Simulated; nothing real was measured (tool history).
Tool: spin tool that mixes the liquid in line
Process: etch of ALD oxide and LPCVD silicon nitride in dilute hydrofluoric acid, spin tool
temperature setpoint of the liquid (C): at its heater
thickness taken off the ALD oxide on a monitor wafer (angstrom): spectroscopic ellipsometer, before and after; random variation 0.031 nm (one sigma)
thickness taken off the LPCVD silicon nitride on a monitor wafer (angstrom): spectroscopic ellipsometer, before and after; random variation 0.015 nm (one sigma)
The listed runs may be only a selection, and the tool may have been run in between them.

run,hour,temperature setpoint of the liquid (C),parts of water to one part of 49 % hydrofluoric acid (parts by volume),time under the liquid (s),thickness taken off the ALD oxide on a monitor wafer (angstrom),thickness taken off the LPCVD silicon nitride on a monitor wafer (angstrom)
1,0.0,26.0,50,30,70.026,3.7080
2,1.2,24.5,55,30,59.393,2.2323
3,7.0,24.5,40,30,82.524,3.8216
4,9.7,27.5,40,30,94.363,4.2626
5,14.4,27.5,40,35,108.700,4.8740
6,22.8,26.0,40,35,102.980,5.3523
7,24.7,23.5,60,35,60.490,3.0658
8,29.7,22.5,65,35,53.869,2.3513
9,31.6,22.0,70,35,48.917,2.1647
10,33.9,21.5,75,35,44.891,1.9341
11,36.8,21.0,80,35,39.656,1.5620
12,44.4,20.5,85,35,36.678,1.6349
13,47.0,20.5,90,35,34.489,1.5175
14,53.1,21.0,90,35,35.383,1.7836

Run 15 comes next. What will it give?
15,54.0,21.5,90,35,?,?

Run 15 measured thickness taken off the ALD oxide on a monitor wafer (angstrom) 35.741, thickness taken off the LPCVD silicon nitride on a monitor wafer (angstrom) 1.5539.
